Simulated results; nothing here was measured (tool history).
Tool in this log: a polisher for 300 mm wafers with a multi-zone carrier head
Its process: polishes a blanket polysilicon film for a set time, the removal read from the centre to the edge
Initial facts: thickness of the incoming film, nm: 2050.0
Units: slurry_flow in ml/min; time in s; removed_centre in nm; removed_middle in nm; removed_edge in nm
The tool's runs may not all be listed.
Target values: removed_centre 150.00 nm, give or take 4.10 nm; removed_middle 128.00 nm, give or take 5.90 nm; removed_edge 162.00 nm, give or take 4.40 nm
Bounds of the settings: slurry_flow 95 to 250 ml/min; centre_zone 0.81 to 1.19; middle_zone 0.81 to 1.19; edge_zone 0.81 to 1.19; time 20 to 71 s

{"run": 1, "hour": 0.0, "slurry_flow": 160, "centre_zone": 1.0, "middle_zone": 1.0, "edge_zone": 1.0, "time": 45, "removed_centre": 239.97, "removed_middle": 250.74, "removed_edge": 250.99}
{"run": 2, "hour": 2.8, "slurry_flow": 145, "centre_zone": 1.0, "middle_zone": 1.0, "edge_zone": 1.0, "time": 45, "removed_centre": 234.95, "removed_middle": 240.72, "removed_edge": 248.8}
{"run": 3, "hour": 10.6, "slurry_flow": 135, "centre_zone": 1.0, "middle_zone": 0.97, "edge_zone": 0.99, "time": 42, "removed_centre": 218.37, "removed_middle": 219.54, "removed_edge": 227.11}
{"run": 4, "hour": 18.6, "slurry_flow": 135, "centre_zone": 1.0, "middle_zone": 0.97, "edge_zone": 0.94, "time": 42, "removed_centre": 221.52, "removed_middle": 216.52, "removed_edge": 222.52}
{"run": 5, "hour": 20.4, "slurry_flow": 105, "centre_zone": 1.0, "middle_zone": 0.97, "edge_zone": 0.94, "time": 42, "removed_centre": 205.36, "removed_middle": 208.09, "removed_edge": 217.01}
{"run": 6, "hour": 22.2, "slurry_flow": 105, "centre_zone": 1.08, "middle_zone": 0.97, "edge_zone": 0.94, "time": 42, "removed_centre": 224.69, "removed_middle": 203.1, "removed_edge": 216.12}
{"run": 7, "hour": 24.2, "slurry_flow": 105, "centre_zone": 1.07, "middle_zone": 0.94, "edge_zone": 0.97, "time": 39, "removed_centre": 204.12, "removed_middle": 186.0, "removed_edge": 203.31}
{"run": 8, "hour": 29.1, "slurry_flow": 105, "centre_zone": 1.07, "middle_zone": 0.92, "edge_zone": 0.99, "time": 37, "removed_centre": 194.88, "removed_middle": 175.51, "removed_edge": 192.92}
{"run": 9, "hour": 35.7, "slurry_flow": 105, "centre_zone": 1.07, "middle_zone": 0.9, "edge_zone": 1.03, "time": 35, "removed_centre": 184.41, "removed_middle": 164.31, "removed_edge": 185.65}
{"run": 10, "hour": 44.4, "slurry_flow": 95, "centre_zone": 1.04, "middle_zone": 0.81, "edge_zone": 1.13, "time": 27, "removed_centre": 136.13, "removed_middle": 112.64, "removed_edge": 149.7}
{"run": 11, "hour": 50.2, "slurry_flow": 105, "centre_zone": 1.04, "middle_zone": 0.82, "edge_zone": 1.14, "time": 27, "removed_centre": 136.19, "removed_middle": 117.77, "removed_edge": 151.18}
{"run": 12, "hour": 53.7, "slurry_flow": 110, "centre_zone": 1.05, "middle_zone": 0.82, "edge_zone": 1.15, "time": 27, "removed_centre": 143.35, "removed_middle": 120.02, "removed_edge": 151.69}

Pick the move, out of 4, that brings all results within their allowed miss; only one does.
{"run": "A", "hour": 57.2, "slurry_flow": 115, "centre_zone": 1.08, "middle_zone": 0.85, "edge_zone": 1.15, "time": 27, "removed_centre": "?", "removed_middle": "?", "removed_edge": "?"}
{"run": "B", "hour": 57.2, "slurry_flow": 110, "centre_zone": 1.03, "middle_zone": 0.87, "edge_zone": 1.12, "time": 27, "removed_centre": "?", "removed_middle": "?", "removed_edge": "?"}
{"run": "C", "hour": 57.2, "slurry_flow": 100, "centre_zone": 1.07, "middle_zone": 0.97, "edge_zone": 1.02, "time": 26, "removed_centre": "?", "removed_middle": "?", "removed_edge": "?"}
{"run": "D", "hour": 57.2, "slurry_flow": 110, "centre_zone": 1.07, "middle_zone": 0.86, "edge_zone": 1.19, "time": 28, "removed_centre": "?", "removed_middle": "?", "removed_edge": "?"}

move=A removed_centre=146.49 removed_middle=125.70 removed_edge=156.46
move=B removed_centre=138.46 removed_middle=126.96 removed_edge=153.41
move=C removed_centre=135.62 removed_middle=130.71 removed_edge=139.00
move=D removed_centre=149.10 removed_middle=130.44 removed_edge=164.18
A: nearer than the last run, and not there yet
B: the biggest miss grows against the last run
C: the biggest miss grows against the last run
D: each result inside its tolerance
D is the move that brings every result within its allowed miss.
